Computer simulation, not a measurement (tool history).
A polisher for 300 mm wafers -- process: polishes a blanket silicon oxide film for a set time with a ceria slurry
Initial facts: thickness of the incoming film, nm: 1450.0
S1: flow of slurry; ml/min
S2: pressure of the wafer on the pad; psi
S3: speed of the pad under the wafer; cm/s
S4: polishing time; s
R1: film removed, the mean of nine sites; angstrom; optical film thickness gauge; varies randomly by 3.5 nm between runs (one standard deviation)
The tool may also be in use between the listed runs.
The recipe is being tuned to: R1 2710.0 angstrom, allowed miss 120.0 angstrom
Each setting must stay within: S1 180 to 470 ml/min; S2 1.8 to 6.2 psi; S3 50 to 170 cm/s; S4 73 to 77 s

run 1 hour=0.0 | S1=300 S2=4.0 S3=110 S4=73 | R1=3776.3
run 2 hour=4.7 | S1=370 S2=4.0 S3=110 S4=73 | R1=3829.1
run 3 hour=12.5 | S1=370 S2=4.0 S3=110 S4=77 | R1=4052.7
run 4 hour=19.5 | S1=370 S2=3.5 S3=110 S4=77 | R1=3735.0
run 5 hour=27.9 | S1=370 S2=3.0 S3=108 S4=77 | R1=3406.1
run 6 hour=32.7 | S1=370 S2=3.0 S3=108 S4=77 | R1=3278.5
run 7 hour=35.0 | S1=370 S2=2.7 S3=108 S4=77 | R1=3127.7
run 8 hour=36.4 | S1=370 S2=2.5 S3=108 S4=77 | R1=3017.9
run 9 hour=42.0 | S1=370 S2=2.3 S3=108 S4=77 | R1=2988.8
run 10 hour=43.7 | S1=370 S2=2.2 S3=108 S4=77 | R1=2890.5

Exactly one of the 5 candidate moves below puts every result within its allowed miss. Which one?
run A hour=45.4 | S1=415 S2=2.3 S3=116 S4=75 | R1=?
run B hour=45.4 | S1=240 S2=2.1 S3=96 S4=77 | R1=?
run C hour=45.4 | S1=315 S2=2.3 S3=124 S4=77 | R1=?
run D hour=45.4 | S1=365 S2=2.1 S3=124 S4=77 | R1=?
run E hour=45.4 | S1=405 S2=2.9 S3=94 S4=73 | R1=?

move=A R1=3014.1
move=B R1=2368.2
move=C R1=3242.9
move=D R1=3131.0
move=E R1=2706.1
A: further off than the last run
B: the result that was furthest off in the last run now lies on the other side of its target
C: further off than the last run
D: further off than the last run
E: every result lands within tolerance
So the answer is move E, the one that meets all the targets.
